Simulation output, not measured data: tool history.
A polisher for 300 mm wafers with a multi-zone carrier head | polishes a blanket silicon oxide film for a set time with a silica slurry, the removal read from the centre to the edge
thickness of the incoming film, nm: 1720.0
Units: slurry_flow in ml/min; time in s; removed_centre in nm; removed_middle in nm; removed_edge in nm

Run 1, hour 0.0: slurry_flow 195 ml/min, centre_zone 1.00, middle_zone 1.00, edge_zone 1.00, slurry_solids 1.00, time 40 s. Result: removed_centre 120.790 nm, removed_middle 122.610 nm, removed_edge 119.100 nm.
Run 2, hour 1.4: slurry_flow 195 ml/min, centre_zone 1.00, middle_zone 1.00, edge_zone 1.00, slurry_solids 1.15, time 40 s. Result: removed_centre 129.240 nm, removed_middle 127.910 nm, removed_edge 127.060 nm.
Run 3, hour 4.6: slurry_flow 195 ml/min, centre_zone 1.00, middle_zone 1.08, edge_zone 1.00, slurry_solids 1.15, time 40 s. Result: removed_centre 131.250 nm, removed_middle 137.640 nm, removed_edge 126.340 nm.
Run 4, hour 11.6: slurry_flow 165 ml/min, centre_zone 1.00, middle_zone 1.08, edge_zone 1.00, slurry_solids 1.15, time 40 s. Result: removed_centre 123.450 nm, removed_middle 133.690 nm, removed_edge 126.620 nm.
Run 5, hour 17.9: slurry_flow 165 ml/min, centre_zone 0.98, middle_zone 1.06, edge_zone 0.99, slurry_solids 1.05, time 38 s. Result: removed_centre 112.320 nm, removed_middle 120.370 nm, removed_edge 112.230 nm.
Run 6, hour 23.5: slurry_flow 165 ml/min, centre_zone 0.98, middle_zone 1.06, edge_zone 1.03, slurry_solids 1.05, time 38 s. Result: removed_centre 112.560 nm, removed_middle 119.360 nm, removed_edge 115.910 nm.
Run 7, hour 31.2: slurry_flow 165 ml/min, centre_zone 0.98, middle_zone 1.06, edge_zone 1.03, slurry_solids 1.05, time 38 s. Result: removed_centre 113.980 nm, removed_middle 121.060 nm, removed_edge 117.620 nm.
Run 8, hour 33.9: slurry_flow 125 ml/min, centre_zone 0.88, middle_zone 1.03, edge_zone 0.94, slurry_solids 0.80, time 27 s. Result: removed_centre 59.884 nm, removed_middle 70.171 nm, removed_edge 67.438 nm.

Forecast run 9:
Run 9, hour 38.7: slurry_flow 125 ml/min, centre_zone 0.87, middle_zone 1.03, edge_zone 0.93, slurry_solids 0.80, time 27 s. Result: removed_centre ?, removed_middle ?, removed_edge ?.

removed_centre: 59.700 nm
removed_middle: 68.512 nm
removed_edge: 66.756 nm

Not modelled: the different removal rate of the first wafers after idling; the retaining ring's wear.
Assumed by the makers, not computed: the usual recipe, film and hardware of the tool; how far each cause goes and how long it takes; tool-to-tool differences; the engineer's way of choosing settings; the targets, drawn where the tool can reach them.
